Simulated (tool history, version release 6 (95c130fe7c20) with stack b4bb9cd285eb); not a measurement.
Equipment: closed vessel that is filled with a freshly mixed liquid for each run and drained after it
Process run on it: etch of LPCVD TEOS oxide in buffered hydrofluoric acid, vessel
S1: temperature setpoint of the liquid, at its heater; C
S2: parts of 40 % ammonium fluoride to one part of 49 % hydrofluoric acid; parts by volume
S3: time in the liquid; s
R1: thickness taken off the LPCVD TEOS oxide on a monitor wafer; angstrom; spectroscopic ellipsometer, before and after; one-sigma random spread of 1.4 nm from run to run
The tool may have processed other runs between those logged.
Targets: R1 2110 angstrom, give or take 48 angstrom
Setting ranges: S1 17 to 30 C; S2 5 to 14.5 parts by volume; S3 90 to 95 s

Run 1, hour 0: S1 22 C, S2 9 parts by volume, S3 90 s. Result: R1 2321 angstrom.
Run 2, hour 3.4: S1 21.5 C, S2 9 parts by volume, S3 90 s. Result: R1 2295.8 angstrom.
Run 3, hour 9.4: S1 21.5 C, S2 9 parts by volume, S3 95 s. Result: R1 2405.1 angstrom.
Run 4, hour 11.8: S1 21 C, S2 9 parts by volume, S3 95 s. Result: R1 2336.7 angstrom.
Run 5, hour 18.6: S1 23.5 C, S2 9 parts by volume, S3 95 s. Result: R1 2680.4 angstrom.
Run 6, hour 24.7: S1 23.5 C, S2 10 parts by volume, S3 95 s. Result: R1 2498.6 angstrom.
Run 7, hour 25.9: S1 22.5 C, S2 10 parts by volume, S3 95 s. Result: R1 2343.6 angstrom.
Run 8, hour 31.4: S1 22 C, S2 10 parts by volume, S3 95 s. Result: R1 2318.1 angstrom.
Run 9, hour 36.4: S1 20 C, S2 10 parts by volume, S3 95 s. Result: R1 2059.9 angstrom.

Next run, 4 choices. One meets every target within its allowed miss, the rest don't. Which?
Run A, hour 41.4: S1 18 C, S2 8.5 parts by volume, S3 95 s. Result: R1 ?.
Run B, hour 41.4: S1 21 C, S2 9.5 parts by volume, S3 95 s. Result: R1 ?.
Run C, hour 41.4: S1 21 C, S2 11 parts by volume, S3 95 s. Result: R1 ?.
Run D, hour 41.4: S1 22.5 C, S2 10 parts by volume, S3 90 s. Result: R1 ?.

move      R1
   A    2105
   B  2262.9
   C  1996.7
   D  2255.3
A: every result within its allowed miss
B: takes the biggest miss from the last run beyond its target
C: further off than the last run
D: takes the biggest miss from the last run beyond its target
So the answer is move A, the one that meets all the targets.

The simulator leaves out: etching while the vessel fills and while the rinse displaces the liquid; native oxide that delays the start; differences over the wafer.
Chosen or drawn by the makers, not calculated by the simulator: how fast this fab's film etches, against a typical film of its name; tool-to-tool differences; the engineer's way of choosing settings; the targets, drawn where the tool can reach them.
